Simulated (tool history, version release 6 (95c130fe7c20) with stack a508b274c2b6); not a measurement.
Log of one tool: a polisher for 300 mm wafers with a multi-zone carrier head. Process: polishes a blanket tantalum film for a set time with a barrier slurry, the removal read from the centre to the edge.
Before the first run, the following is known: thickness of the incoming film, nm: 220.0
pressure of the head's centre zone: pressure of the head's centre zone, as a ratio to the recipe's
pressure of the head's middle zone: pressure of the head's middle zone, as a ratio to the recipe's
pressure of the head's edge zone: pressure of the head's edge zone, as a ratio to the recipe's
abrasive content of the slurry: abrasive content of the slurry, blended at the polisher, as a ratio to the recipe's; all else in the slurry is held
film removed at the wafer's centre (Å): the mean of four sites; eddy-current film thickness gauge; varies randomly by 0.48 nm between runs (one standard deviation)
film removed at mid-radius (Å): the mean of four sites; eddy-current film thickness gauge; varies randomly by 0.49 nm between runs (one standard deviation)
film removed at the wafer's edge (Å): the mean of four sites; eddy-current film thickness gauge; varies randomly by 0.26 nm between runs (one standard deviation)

| run | hour | flow of slurry (ml/min) | pressure of the head's centre zone | pressure of the head's middle zone | pressure of the head's edge zone | abrasive content of the slurry | polishing time (s) | film removed at the wafer's centre (Å) | film removed at mid-radius (Å) | film removed at the wafer's edge (Å) |
|---|---|---|---|---|---|---|---|---|---|---|
| 1 | 0.0 | 135 | 1.00 | 1.00 | 1.00 | 1.00 | 56 | 688.66 | 678.43 | 646.65 |
| 2 | 0.6 | 125 | 1.00 | 0.95 | 0.97 | 0.85 | 51 | 576.40 | 547.42 | 554.61 |
| 3 | 5.0 | 120 | 1.01 | 0.92 | 0.94 | 0.75 | 48 | 517.86 | 462.64 | 478.57 |
| 4 | 6.9 | 110 | 1.00 | 0.90 | 0.91 | 0.70 | 48 | 487.81 | 452.81 | 454.31 |
| 5 | 11.7 | 110 | 1.07 | 0.90 | 0.91 | 0.70 | 48 | 515.25 | 445.39 | 452.10 |
| 6 | 14.6 | 110 | 1.07 | 0.90 | 0.91 | 0.55 | 48 | 443.65 | 392.17 | 399.23 |
| 7 | 23.0 | 105 | 1.07 | 0.88 | 0.92 | 0.55 | 48 | 446.02 | 376.08 | 400.49 |
| 8 | 31.2 | 105 | 1.07 | 0.88 | 0.92 | 0.55 | 48 | 449.85 | 377.76 | 399.68 |
| 9 | 32.8 | 85 | 1.02 | 0.84 | 0.90 | 0.50 | 48 | 386.47 | 323.11 | 360.07 |
| 10 | 36.0 | 90 | 1.02 | 0.84 | 0.90 | 0.50 | 48 | 395.63 | 335.64 | 364.78 |
| 11 | 40.0 | 95 | 1.02 | 0.84 | 0.91 | 0.50 | 48 | 391.94 | 332.42 | 370.39 |
| 12 | 43.4 | 100 | 1.02 | 0.84 | 0.91 | 0.50 | 48 | 403.36 | 335.90 | 374.55 |
| 13 | 52.3 | 105 | 1.02 | 0.84 | 0.91 | 0.50 | 48 | 408.06 | 339.22 | 372.11 |
| 14 | 59.8 | 105 | 1.02 | 0.85 | 0.92 | 0.50 | 48 | 402.54 | 346.64 | 370.18 |
| 15 | 64.0 | 120 | 1.02 | 0.83 | 0.96 | 0.55 | 48 | 442.89 | 366.65 | 412.70 |
| 16 | 69.7 | 115 | 1.02 | 0.83 | 0.95 | 0.55 | 48 | 440.68 | 370.79 | 404.49 |
| 17 | 70.9 | 110 | 1.02 | 0.83 | 0.94 | 0.55 | 48 | 446.73 | 368.06 | 404.15 |
|  | 73.2 | edge zone pressure recalibrated |
| 18 | 73.2 | 110 | 1.02 | 0.83 | 0.94 | 0.55 | 48 | 435.92 | 362.68 | 427.92 |

Forecast run 19:
| 19 | 76.2 | 105 | 1.02 | 0.84 | 0.93 | 0.55 | 48 | ? | ? | ? |

film removed at the wafer's centre (Å): 430.05
film removed at mid-radius (Å): 365.41
film removed at the wafer's edge (Å): 418.25

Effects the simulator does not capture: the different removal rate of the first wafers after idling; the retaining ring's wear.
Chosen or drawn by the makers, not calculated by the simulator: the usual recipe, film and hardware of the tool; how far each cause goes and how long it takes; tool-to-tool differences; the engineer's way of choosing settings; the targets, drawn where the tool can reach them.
